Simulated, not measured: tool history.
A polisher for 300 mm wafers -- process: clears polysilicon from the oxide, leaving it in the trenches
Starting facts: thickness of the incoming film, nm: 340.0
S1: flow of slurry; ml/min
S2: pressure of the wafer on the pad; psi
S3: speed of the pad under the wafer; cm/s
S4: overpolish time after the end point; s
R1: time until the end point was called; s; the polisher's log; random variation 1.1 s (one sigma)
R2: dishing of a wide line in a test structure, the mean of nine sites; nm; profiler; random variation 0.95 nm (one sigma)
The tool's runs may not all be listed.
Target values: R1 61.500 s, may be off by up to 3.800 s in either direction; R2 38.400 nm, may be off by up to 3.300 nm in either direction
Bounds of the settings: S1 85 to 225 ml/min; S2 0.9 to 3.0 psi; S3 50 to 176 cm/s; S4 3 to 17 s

| run | day | S1 | S2 | S3 | S4 | R1 | R2 |
|---|---|---|---|---|---|---|---|
| 1 | 0.000 | 145 | 1.9 | 112 | 9 | 31.206 | 45.784 |
| 2 | 0.042 | 145 | 1.8 | 110 | 9 | 33.690 | 45.129 |
| 3 | 0.400 | 120 | 1.8 | 110 | 9 | 34.339 | 44.488 |
| 4 | 0.696 | 120 | 1.7 | 108 | 9 | 37.042 | 42.690 |
| 5 | 0.988 | 120 | 1.6 | 106 | 9 | 39.193 | 43.657 |
| 6 | 1.354 | 120 | 1.5 | 104 | 9 | 43.515 | 41.451 |
| 7 | 1.675 | 120 | 1.5 | 104 | 9 | 41.755 | 40.157 |
| 8 | 1.967 | 120 | 1.4 | 102 | 9 | 45.628 | 36.844 |
| 9 | 2.179 | 120 | 1.4 | 102 | 10 | 46.762 | 41.543 |
| 10 | 2.546 | 120 | 0.9 | 98 | 10 | 71.344 | 31.962 |

Consider the 5 candidate settings below. Which is the only one whose results all fall within their allowed miss of target?
| A | 2.912 | 120 | 0.9 | 88 | 11 | ? | ? |
| B | 2.912 | 135 | 1.0 | 72 | 14 | ? | ? |
| C | 2.912 | 115 | 0.9 | 110 | 13 | ? | ? |
| D | 2.912 | 100 | 0.9 | 78 | 13 | ? | ? |
| E | 2.912 | 120 | 0.9 | 84 | 12 | ? | ? |

| move | R1 | R2 |
|---|---|---|
| A | 77.923 | 33.267 |
| B | 84.611 | 36.566 |
| C | 63.396 | 40.971 |
| D | 91.255 | 33.456 |
| E | 81.487 | 34.143 |
A: misses by more than the last run did
B: misses by more than the last run did
C: all results in spec
D: misses by more than the last run did
E: misses by more than the last run did
Go with C: it meets all targets.

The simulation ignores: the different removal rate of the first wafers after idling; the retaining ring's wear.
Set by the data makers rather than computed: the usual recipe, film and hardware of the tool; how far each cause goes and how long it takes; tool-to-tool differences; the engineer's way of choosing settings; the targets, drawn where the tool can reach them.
